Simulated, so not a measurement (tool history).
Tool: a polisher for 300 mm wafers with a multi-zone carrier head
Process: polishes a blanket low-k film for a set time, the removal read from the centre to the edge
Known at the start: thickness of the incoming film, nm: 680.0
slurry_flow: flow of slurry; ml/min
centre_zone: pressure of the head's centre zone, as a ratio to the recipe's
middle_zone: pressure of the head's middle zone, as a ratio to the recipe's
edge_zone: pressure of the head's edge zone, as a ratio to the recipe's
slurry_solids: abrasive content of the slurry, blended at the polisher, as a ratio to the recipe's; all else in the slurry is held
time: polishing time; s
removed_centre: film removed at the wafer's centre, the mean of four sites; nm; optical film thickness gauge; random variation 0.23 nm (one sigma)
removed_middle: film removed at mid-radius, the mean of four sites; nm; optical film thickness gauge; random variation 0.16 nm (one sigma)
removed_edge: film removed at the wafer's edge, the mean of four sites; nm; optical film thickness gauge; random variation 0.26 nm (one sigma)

run 1 day=0 | slurry_flow=265 centre_zone=1 middle_zone=1 edge_zone=1 slurry_solids=1 time=84 | removed_centre=33.951 removed_middle=34.255 removed_edge=32.89
run 2 day=0.054 | slurry_flow=265 centre_zone=1.04 middle_zone=1 edge_zone=1 slurry_solids=1 time=84 | removed_centre=35.991 removed_middle=33.768 removed_edge=32.379
run 3 day=0.208 | slurry_flow=265 centre_zone=1.04 middle_zone=1 edge_zone=1 slurry_solids=1 time=69 | removed_centre=28.804 removed_middle=27.978 removed_edge=27.34
run 4 day=0.579 | slurry_flow=265 centre_zone=1.04 middle_zone=1 edge_zone=1 slurry_solids=0.8 time=69 | removed_centre=26.679 removed_middle=26.507 removed_edge=25.851
run 5 day=0.929 | slurry_flow=265 centre_zone=1.04 middle_zone=1 edge_zone=0.94 slurry_solids=0.8 time=69 | removed_centre=27.251 removed_middle=26.172 removed_edge=25.079
run 6 day=1.096 | slurry_flow=260 centre_zone=1.03 middle_zone=0.95 edge_zone=0.94 slurry_solids=0.7 time=63 | removed_centre=23.505 removed_middle=22.009 removed_edge=21.135
-- day=1.258 edge zone pressure recalibrated
run 7 day=1.258 | slurry_flow=250 centre_zone=1.03 middle_zone=0.91 edge_zone=1.01 slurry_solids=0.65 time=60 | removed_centre=22.306 removed_middle=20.382 removed_edge=21.298
run 8 day=1.55 | slurry_flow=225 centre_zone=0.95 middle_zone=0.81 edge_zone=1.01 slurry_solids=0.5 time=48 | removed_centre=15.375 removed_middle=13.608 removed_edge=15.903

Forecast run 9:
run 9 day=1.662 | slurry_flow=295 centre_zone=0.99 middle_zone=0.88 edge_zone=1.11 slurry_solids=0.55 time=47 | removed_centre=? removed_middle=? removed_edge=?

removed_centre: 16.017 nm
removed_middle: 14.85 nm
removed_edge: 16.621 nm
